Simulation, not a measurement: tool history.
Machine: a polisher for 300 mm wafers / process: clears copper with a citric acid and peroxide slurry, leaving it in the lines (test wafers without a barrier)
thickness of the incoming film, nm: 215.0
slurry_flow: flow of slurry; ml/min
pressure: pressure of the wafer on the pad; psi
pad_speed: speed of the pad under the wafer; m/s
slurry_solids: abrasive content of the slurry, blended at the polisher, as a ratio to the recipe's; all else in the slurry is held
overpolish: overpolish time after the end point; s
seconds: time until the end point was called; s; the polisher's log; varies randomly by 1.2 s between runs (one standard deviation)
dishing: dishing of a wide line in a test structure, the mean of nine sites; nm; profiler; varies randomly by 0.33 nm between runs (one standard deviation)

run  hour  slurry_flow  pressure  pad_speed  slurry_solids  overpolish  seconds  dishing
  1   0.0          250       2.6       0.84            1.0          27   117.03   27.507
  2   2.1          250       2.5       0.84            1.0          23   120.76   23.721
  3   3.4          250       2.5       0.98            1.0          23   103.60   25.865
  4  10.3          250       2.5       0.80            1.0          23   125.66   23.131
  5  18.2          250       2.5       0.80            0.8          23   130.10   22.054
  6  20.7          250       2.5       0.66            0.8          23   158.59   18.620
  7  27.3          255       2.6       0.66            0.8          21   151.20   18.634

Expected results for the next run?
  8  31.4          255       2.7       0.66            0.8          19        ?        ?

{"run 8": {"seconds": 146.69, "dishing": 17.35}}
